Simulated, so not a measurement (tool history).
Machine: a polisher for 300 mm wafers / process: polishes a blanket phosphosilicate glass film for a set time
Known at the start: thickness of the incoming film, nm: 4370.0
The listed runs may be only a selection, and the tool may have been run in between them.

run	hour	flow of slurry (ml/min)	pressure of the wafer on the pad (kPa)	speed of the pad under the wafer (cm/s)	abrasive content of the slurry	polishing time (s)	film removed (angstrom)
1	0	265	18.6	100	1	45	3798.5
2	2.2	265	18.6	100	1	40	3421.8
3	5.4	265	18.6	100	0.9	40	3231.1
4	7.3	265	20.7	100	0.9	40	3483.5
5	15.2	265	20.7	120	0.9	40	4109.6
6	17.4	265	22.8	120	0.9	40	4449.3
7	26.3	270	22.8	120	0.9	40	4515.9
8	35.3	280	22.8	120	0.9	40	4470.5

What does the tool deliver on the next run?
9	36.8	280	23.4	120	0.9	40	?

film removed (angstrom): 4604.5

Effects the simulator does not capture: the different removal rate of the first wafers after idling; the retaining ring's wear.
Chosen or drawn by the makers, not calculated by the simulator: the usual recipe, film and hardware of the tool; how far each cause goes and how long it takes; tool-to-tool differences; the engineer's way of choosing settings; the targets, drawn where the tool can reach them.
